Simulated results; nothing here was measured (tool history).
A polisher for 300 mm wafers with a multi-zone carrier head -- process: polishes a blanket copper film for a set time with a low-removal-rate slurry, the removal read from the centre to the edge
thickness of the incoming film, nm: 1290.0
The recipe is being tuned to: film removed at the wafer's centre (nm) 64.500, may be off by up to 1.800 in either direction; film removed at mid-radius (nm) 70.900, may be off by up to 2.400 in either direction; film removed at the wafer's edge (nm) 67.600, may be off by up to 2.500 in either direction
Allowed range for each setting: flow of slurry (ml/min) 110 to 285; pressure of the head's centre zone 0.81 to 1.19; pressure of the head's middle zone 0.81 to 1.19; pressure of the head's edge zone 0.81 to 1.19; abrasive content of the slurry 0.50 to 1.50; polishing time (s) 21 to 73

run  hour  flow of slurry (ml/min)  pressure of the head's centre zone  pressure of the head's middle zone  pressure of the head's edge zone  abrasive content of the slurry  polishing time (s)  film removed at the wafer's centre (nm)  film removed at mid-radius (nm)  film removed at the wafer's edge (nm)
  1   0.0                      180                                1.00                                1.00                              1.00                            1.00                  47                                  105.410                          104.870                                104.830
  2   2.6                      175                                0.99                                1.00                              0.98                            0.95                  46                                  101.750                           99.786                                 99.977
  3   4.0                      170                                0.97                                1.01                              0.97                            0.90                  45                                   93.095                           98.615                                 95.858
  4   7.3                      170                                0.97                                1.01                              0.97                            0.90                  35                                   73.073                           76.184                                 74.589
  5  10.9                      165                                0.96                                1.01                              0.96                            0.90                  35                                   72.507                           75.545                                 75.915
  6  19.7                      165                                0.96                                0.96                              0.96                            0.90                  35                                   72.087                           71.837                                 74.107
  7  22.9                      160                                0.95                                0.96                              0.95                            0.90                  35                                   71.392                           73.990                                 74.332
  8  31.6                      160                                0.95                                0.96                              0.94                            0.90                  35                                   70.137                           71.948                                 73.539
  9  32.6                      160                                0.95                                0.96                              0.93                            0.90                  35                                   70.898                           72.661                                 74.395
 10  38.5                      160                                0.95                                0.97                              0.93                            0.85                  35                                   70.602                           72.707                                 72.835
 11  41.8                      155                                0.95                                0.97                              0.92                            0.85                  35                                   69.583                           71.986                                 72.892
 12  46.2                      155                                0.95                                0.98                              0.91                            0.80                  35                                   70.309                           71.718                                 69.729
 13  47.1                      155                                0.95                                0.98                              0.91                            0.80                  35                                   68.478                           71.672                                 70.902
 14  49.6                      120                                0.92                                1.01                              0.86                            0.75                  35                                   62.770                           67.713                                 64.020
 15  51.0                      125                                0.92                                1.01                              0.86                            0.75                  35                                   62.460                           69.044                                 66.354

Which single option among these 5 for the next run brings every result within its allowed miss of target? Just one does.
  A  52.4                      120                                0.94                                0.97                              0.83                            0.50                  40                                        ?                                ?                                      ?
  B  52.4                      145                                0.94                                1.00                              0.85                            0.75                  36                                        ?                                ?                                      ?
  C  52.4                      140                                0.91                                0.99                              0.87                            0.90                  34                                        ?                                ?                                      ?
  D  52.4                      120                                0.89                                1.03                              0.86                            0.55                  37                                        ?                                ?                                      ?
  E  52.4                      115                                0.91                                0.96                              0.95                            0.75                  35                                        ?                                ?                                      ?

move  film removed at the wafer's centre (nm)  film removed at mid-radius (nm)  film removed at the wafer's edge (nm)
   A                                   67.606                           70.519                                 68.929
   B                                   68.295                           72.596                                 68.874
   C                                   63.727                           69.489                                 67.344
   D                                   60.003                           69.557                                 65.592
   E                                   59.934                           64.152                                 67.543
A: moves the result that the last run missed by most past its target, out the other side
B: moves the result that the last run missed by most past its target, out the other side
C: every result lands within tolerance
D: misses by more than the last run did
E: misses by more than the last run did
Answer: C
